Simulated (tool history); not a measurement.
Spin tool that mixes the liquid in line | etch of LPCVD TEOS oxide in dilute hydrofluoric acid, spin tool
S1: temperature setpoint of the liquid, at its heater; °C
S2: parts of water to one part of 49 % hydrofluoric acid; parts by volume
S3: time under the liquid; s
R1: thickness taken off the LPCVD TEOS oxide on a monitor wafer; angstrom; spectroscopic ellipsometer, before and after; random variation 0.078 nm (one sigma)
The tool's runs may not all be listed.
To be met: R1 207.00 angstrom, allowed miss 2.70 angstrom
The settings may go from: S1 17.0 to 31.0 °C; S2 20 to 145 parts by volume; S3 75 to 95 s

| run | hour | S1 | S2 | S3 | R1 |
|---|---|---|---|---|---|
| 1 | 0.0 | 23.0 | 80 | 95 | 237.13 |
| 2 | 2.1 | 22.5 | 80 | 95 | 230.17 |
| 3 | 4.7 | 22.5 | 80 | 75 | 181.92 |
| 4 | 6.7 | 23.0 | 80 | 75 | 186.06 |
| 5 | 14.8 | 23.0 | 80 | 95 | 236.68 |
| 6 | 20.7 | 22.5 | 80 | 95 | 231.88 |
| 7 | 22.2 | 22.0 | 80 | 95 | 227.14 |
| 8 | 29.8 | 21.5 | 80 | 95 | 222.37 |
| 9 | 35.1 | 21.0 | 80 | 95 | 215.64 |

4 next moves are on the table. One of them brings every result within its allowed miss. Which?
| A | 40.4 | 21.0 | 65 | 75 | ? |
| B | 40.4 | 22.0 | 85 | 95 | ? |
| C | 40.4 | 22.0 | 75 | 85 | ? |
| D | 40.4 | 19.5 | 75 | 90 | ? |

| move | R1 |
|---|---|
| A | 214.74 |
| B | 211.60 |
| C | 217.18 |
| D | 207.30 |
A: nearer than the last run, and not there yet
B: nearer than the last run, and not there yet
C: further off than the last run
D: meets every target
The right move is D.
